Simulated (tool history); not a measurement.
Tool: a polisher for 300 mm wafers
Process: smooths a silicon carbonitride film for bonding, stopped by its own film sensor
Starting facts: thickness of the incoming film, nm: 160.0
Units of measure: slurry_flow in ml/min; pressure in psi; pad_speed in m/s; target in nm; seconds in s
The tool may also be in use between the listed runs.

{"run": 1, "hour": 0.0, "slurry_flow": 315, "pressure": 1.8, "pad_speed": 0.94, "slurry_solids": 1.0, "target": 137, "seconds": 90.467}
{"run": 2, "hour": 7.5, "slurry_flow": 315, "pressure": 1.8, "pad_speed": 0.94, "slurry_solids": 0.9, "target": 137, "seconds": 94.169}
{"run": 3, "hour": 14.7, "slurry_flow": 315, "pressure": 1.9, "pad_speed": 0.94, "slurry_solids": 0.9, "target": 137, "seconds": 87.774}
{"run": 4, "hour": 16.8, "slurry_flow": 315, "pressure": 2.0, "pad_speed": 0.94, "slurry_solids": 0.9, "target": 137, "seconds": 86.512}
{"run": 5, "hour": 24.1, "slurry_flow": 315, "pressure": 1.6, "pad_speed": 0.94, "slurry_solids": 0.9, "target": 137, "seconds": 106.82}
{"run": 6, "hour": 28.5, "slurry_flow": 315, "pressure": 1.7, "pad_speed": 0.94, "slurry_solids": 0.9, "target": 137, "seconds": 101.86}
{"run": 7, "hour": 32.0, "slurry_flow": 315, "pressure": 2.2, "pad_speed": 1.02, "slurry_solids": 0.9, "target": 137, "seconds": 71.773}

For run 8, what comes out?
{"run": 8, "hour": 35.3, "slurry_flow": 315, "pressure": 2.3, "pad_speed": 1.02, "slurry_solids": 0.9, "target": 137, "seconds": "?"}

Run 8 measured seconds 69.911 s.
